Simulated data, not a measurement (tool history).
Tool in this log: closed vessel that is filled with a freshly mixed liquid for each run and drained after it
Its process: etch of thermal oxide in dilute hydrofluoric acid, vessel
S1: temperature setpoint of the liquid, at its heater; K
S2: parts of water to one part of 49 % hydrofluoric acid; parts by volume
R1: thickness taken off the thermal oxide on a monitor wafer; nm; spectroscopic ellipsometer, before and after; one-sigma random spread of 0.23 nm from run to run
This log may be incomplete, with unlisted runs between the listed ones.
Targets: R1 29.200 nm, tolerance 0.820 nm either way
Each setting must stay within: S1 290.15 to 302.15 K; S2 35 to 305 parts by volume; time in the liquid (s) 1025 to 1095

run 1 hour=0.0 | S1=294.15 S2=170 time_in_the_liquid_(s)=1025 | R1=24.774
run 2 hour=8.4 | S1=294.15 S2=125 time_in_the_liquid_(s)=1025 | R1=35.453
run 3 hour=12.6 | S1=295.65 S2=125 time_in_the_liquid_(s)=1025 | R1=37.408
run 4 hour=18.9 | S1=295.65 S2=95 time_in_the_liquid_(s)=1025 | R1=51.313
run 5 hour=27.7 | S1=295.65 S2=95 time_in_the_liquid_(s)=1095 | R1=54.062
run 6 hour=30.1 | S1=292.65 S2=95 time_in_the_liquid_(s)=1095 | R1=48.749
run 7 hour=33.3 | S1=292.15 S2=105 time_in_the_liquid_(s)=1095 | R1=41.643
run 8 hour=39.0 | S1=291.65 S2=110 time_in_the_liquid_(s)=1095 | R1=38.987
run 9 hour=43.9 | S1=290.15 S2=150 time_in_the_liquid_(s)=1095 | R1=25.479

Next run, 5 choices. One meets every target within its allowed miss, the rest don't. Which?
run A hour=48.8 | S1=293.65 S2=195 time_in_the_liquid_(s)=1025 | R1=?
run B hour=48.8 | S1=290.65 S2=160 time_in_the_liquid_(s)=1025 | R1=?
run C hour=48.8 | S1=290.15 S2=160 time_in_the_liquid_(s)=1085 | R1=?
run D hour=48.8 | S1=290.15 S2=130 time_in_the_liquid_(s)=1040 | R1=?
run E hour=48.8 | S1=290.15 S2=155 time_in_the_liquid_(s)=1080 | R1=?

move=A R1=20.414
move=B R1=22.870
move=C R1=23.721
move=D R1=28.816
move=E R1=24.491
A: lands further from the targets than the last run did
B: lands further from the targets than the last run did
C: lands further from the targets than the last run did
D: every result lands within tolerance
E: lands further from the targets than the last run did
Go with D: it meets all targets.
